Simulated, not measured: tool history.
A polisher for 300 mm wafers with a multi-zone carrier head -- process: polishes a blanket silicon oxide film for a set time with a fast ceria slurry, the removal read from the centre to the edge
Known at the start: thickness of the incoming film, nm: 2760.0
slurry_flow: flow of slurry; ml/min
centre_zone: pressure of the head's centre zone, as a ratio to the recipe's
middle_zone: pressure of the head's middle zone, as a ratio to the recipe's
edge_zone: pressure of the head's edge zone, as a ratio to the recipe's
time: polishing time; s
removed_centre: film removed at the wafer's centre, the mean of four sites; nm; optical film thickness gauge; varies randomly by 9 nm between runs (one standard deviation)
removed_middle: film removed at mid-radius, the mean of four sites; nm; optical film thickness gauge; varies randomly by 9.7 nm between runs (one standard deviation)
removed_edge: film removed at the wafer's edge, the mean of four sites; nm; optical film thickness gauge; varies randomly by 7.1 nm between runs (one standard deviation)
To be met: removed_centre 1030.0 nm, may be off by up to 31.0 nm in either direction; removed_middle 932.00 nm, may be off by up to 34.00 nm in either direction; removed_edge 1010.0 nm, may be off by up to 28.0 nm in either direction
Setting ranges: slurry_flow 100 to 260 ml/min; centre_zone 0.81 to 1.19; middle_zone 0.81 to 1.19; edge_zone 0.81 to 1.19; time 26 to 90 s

run 1 hour=0.0 | slurry_flow=165 centre_zone=1.00 middle_zone=1.00 edge_zone=1.00 time=58 | removed_centre=1071.0 removed_middle=1099.10 removed_edge=1032.4
run 2 hour=5.5 | slurry_flow=165 centre_zone=1.00 middle_zone=1.06 edge_zone=1.00 time=58 | removed_centre=1079.0 removed_middle=1175.70 removed_edge=1031.7
run 3 hour=7.2 | slurry_flow=150 centre_zone=1.01 middle_zone=1.00 edge_zone=1.01 time=58 | removed_centre=1060.6 removed_middle=1080.80 removed_edge=1037.0
run 4 hour=15.1 | slurry_flow=150 centre_zone=1.01 middle_zone=1.00 edge_zone=1.01 time=66 | removed_centre=1229.6 removed_middle=1227.80 removed_edge=1179.2
run 5 hour=23.5 | slurry_flow=150 centre_zone=1.01 middle_zone=1.00 edge_zone=0.98 time=66 | removed_centre=1221.3 removed_middle=1237.90 removed_edge=1158.2
run 6 hour=28.9 | slurry_flow=190 centre_zone=1.01 middle_zone=1.00 edge_zone=0.98 time=66 | removed_centre=1259.9 removed_middle=1270.00 removed_edge=1189.7
run 7 hour=34.4 | slurry_flow=175 centre_zone=0.99 middle_zone=0.94 edge_zone=0.95 time=64 | removed_centre=1203.7 removed_middle=1159.80 removed_edge=1131.7
run 8 hour=36.6 | slurry_flow=175 centre_zone=0.99 middle_zone=0.94 edge_zone=0.95 time=64 | removed_centre=1214.4 removed_middle=1170.10 removed_edge=1153.5
run 9 hour=38.7 | slurry_flow=160 centre_zone=0.98 middle_zone=0.91 edge_zone=0.94 time=61 | removed_centre=1124.2 removed_middle=1071.60 removed_edge=1049.9
run 10 hour=40.8 | slurry_flow=145 centre_zone=0.97 middle_zone=0.88 edge_zone=0.95 time=61 | removed_centre=1095.4 removed_middle=1013.00 removed_edge=1057.1
run 11 hour=44.1 | slurry_flow=145 centre_zone=0.97 middle_zone=0.88 edge_zone=0.95 time=61 | removed_centre=1082.2 removed_middle=1031.50 removed_edge=1065.7
run 12 hour=49.9 | slurry_flow=135 centre_zone=0.97 middle_zone=0.86 edge_zone=0.94 time=60 | removed_centre=1050.1 removed_middle=980.16 removed_edge=1036.5

Of the 4 settings listed for the next run, only one would bring every result within its allowed miss of target. Which one?
run A hour=55.7 | slurry_flow=150 centre_zone=0.97 middle_zone=0.94 edge_zone=0.93 time=59 | removed_centre=? removed_middle=? removed_edge=?
run B hour=55.7 | slurry_flow=125 centre_zone=0.91 middle_zone=0.86 edge_zone=0.97 time=62 | removed_centre=? removed_middle=? removed_edge=?
run C hour=55.7 | slurry_flow=145 centre_zone=0.98 middle_zone=0.84 edge_zone=0.94 time=58 | removed_centre=? removed_middle=? removed_edge=?
run D hour=55.7 | slurry_flow=110 centre_zone=0.92 middle_zone=0.82 edge_zone=0.97 time=65 | removed_centre=? removed_middle=? removed_edge=?

move=A removed_centre=1062.5 removed_middle=1019.00 removed_edge=1017.0
move=B removed_centre=1021.0 removed_middle=961.10 removed_edge=1060.3
move=C removed_centre=1045.1 removed_middle=907.12 removed_edge=1000.7
move=D removed_centre=1046.2 removed_middle=942.87 removed_edge=1091.2
A: misses by more than the last run did
B: meets the target for the result that was furthest off, but another lies outside its allowed miss
C: every result lands within tolerance
D: meets the target for the result that was furthest off, but another lies outside its allowed miss
So the answer is move C, the one that meets all the targets.
